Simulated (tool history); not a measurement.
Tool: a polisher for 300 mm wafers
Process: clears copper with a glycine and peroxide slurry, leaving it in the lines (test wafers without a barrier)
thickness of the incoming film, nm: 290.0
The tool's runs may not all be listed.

run  hour  flow of slurry (ml/min)  pressure of the wafer on the pad (psi)  speed of the pad under the wafer (m/s)  overpolish time after the end point (s)  time until the end point was called (s)  dishing of a wide line in a test structure (Å)
  1   0.0                      235                                     2.1                                    0.90                                       19                                   74.213                                          437.26
  2   5.7                      225                                     1.9                                    0.88                                       16                                   81.841                                          369.21
  3  12.7                      260                                     1.7                                    0.82                                       14                                   92.913                                          290.85
  4  15.1                      260                                     1.7                                    0.82                                       19                                   92.984                                          379.21
  5  22.0                      260                                     1.7                                    0.74                                       19                                   97.477                                          367.31
  6  28.0                      260                                     1.7                                    0.92                                       19                                   82.868                                          411.61
  7  35.6                      270                                     1.8                                    0.82                                       16                                   85.362                                          339.44
  8  36.6                      280                                     1.7                                    0.80                                       14                                   93.325                                          288.71
  9  41.7                      285                                     1.7                                    0.76                                       12                                   97.985                                          248.19
 10  46.2                      285                                     1.7                                    0.74                                       11                                   98.918                                          219.46

Run 11 comes next. What will it give?
 11  47.0                      285                                     1.7                                    0.72                                       10                                        ?                                               ?

Run 11 gave time until the end point was called (s) 98.392, dishing of a wide line in a test structure (Å) 199.54.
